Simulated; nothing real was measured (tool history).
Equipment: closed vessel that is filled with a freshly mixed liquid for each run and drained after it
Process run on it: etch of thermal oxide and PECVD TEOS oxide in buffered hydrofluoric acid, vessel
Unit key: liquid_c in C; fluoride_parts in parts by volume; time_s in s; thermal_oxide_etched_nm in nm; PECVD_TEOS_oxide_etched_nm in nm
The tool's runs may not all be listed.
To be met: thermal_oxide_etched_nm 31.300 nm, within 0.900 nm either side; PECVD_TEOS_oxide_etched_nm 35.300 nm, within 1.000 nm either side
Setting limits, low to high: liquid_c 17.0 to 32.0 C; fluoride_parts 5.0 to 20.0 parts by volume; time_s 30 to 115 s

run,day,liquid_c,fluoride_parts,time_s,thermal_oxide_etched_nm,PECVD_TEOS_oxide_etched_nm
1,0.000,25.0,12.0,60,58.820,67.085
2,0.371,25.0,10.0,60,70.682,79.841
3,0.633,25.0,12.0,60,58.703,66.350
4,0.775,23.0,12.0,60,52.964,59.677
5,1.067,23.0,15.5,60,41.164,46.760
6,1.262,23.0,13.5,60,47.231,53.567
7,1.612,22.0,13.5,60,44.729,50.382
8,1.742,21.5,13.5,60,43.075,48.909
9,1.800,21.0,13.5,60,42.327,47.495
10,1.921,20.5,13.5,60,40.963,45.917

Of the 4 settings listed for the next run, only one would bring every result within its allowed miss of target. Which one?
A,2.042,23.0,13.0,35,?,?
B,2.042,21.5,16.0,55,?,?
C,2.042,19.5,14.0,50,?,?
D,2.042,23.0,15.5,50,?,?

move,thermal_oxide_etched_nm,PECVD_TEOS_oxide_etched_nm
A,28.568,32.196
B,33.700,37.979
C,31.241,35.208
D,34.340,38.700
A: carries the result that was furthest off beyond its target, to the other side
B: closes in on the targets versus the last run, not all within tolerance yet
C: meets every target
D: closes in on the targets versus the last run, not all within tolerance yet
C meets every target.

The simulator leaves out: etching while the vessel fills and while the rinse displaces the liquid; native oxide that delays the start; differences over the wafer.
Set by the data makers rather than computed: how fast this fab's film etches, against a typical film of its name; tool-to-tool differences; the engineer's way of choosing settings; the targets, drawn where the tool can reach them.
